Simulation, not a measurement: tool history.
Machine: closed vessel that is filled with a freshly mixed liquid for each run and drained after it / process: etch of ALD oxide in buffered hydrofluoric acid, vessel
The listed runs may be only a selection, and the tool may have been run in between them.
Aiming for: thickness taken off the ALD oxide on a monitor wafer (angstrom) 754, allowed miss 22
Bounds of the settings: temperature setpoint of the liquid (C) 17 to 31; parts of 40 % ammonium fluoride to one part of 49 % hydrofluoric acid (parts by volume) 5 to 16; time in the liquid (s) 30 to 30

run  hour  temperature setpoint of the liquid (C)  parts of 40 % ammonium fluoride to one part of 49 % hydrofluoric acid (parts by volume)  time in the liquid (s)  thickness taken off the ALD oxide on a monitor wafer (angstrom)
  1     0                                      23                                                                                      9.5                      30                                                           594.88
  2   3.1                                      23                                                                                     11.5                      30                                                           505.13
  3   7.2                                      21                                                                                     11.5                      30                                                           448.66
  4   7.9                                      24                                                                                     11.5                      30                                                           527.22
     15.3  -- hydrofluoric acid flow meter replaced
  5  15.3                                      24                                                                                     11.5                      30                                                            503.8
  6  24.1                                    26.5                                                                                     11.5                      30                                                            579.4
  7  25.9                                      28                                                                                       11                      30                                                           648.95
  8  31.7                                      29                                                                                       11                      30                                                           689.73

Next run, 4 choices. One meets every target within its allowed miss, the rest don't. Which?
  A  37.5                                      30                                                                                       12                      30                                                                ?
  B  37.5                                    29.5                                                                                      9.5                      30                                                                ?
  C  37.5                                    27.5                                                                                        9                      30                                                                ?
  D  37.5                                      28                                                                                       12                      30                                                                ?

move  thickness taken off the ALD oxide on a monitor wafer (angstrom)
   A                                                           674.63
   B                                                           810.44
   C                                                           754.19
   D                                                           606.99
A: its largest miss is bigger than the last run's
B: moves the result that the last run missed by most past its target, out the other side
C: every result within its allowed miss
D: its largest miss is bigger than the last run's
Answer: C
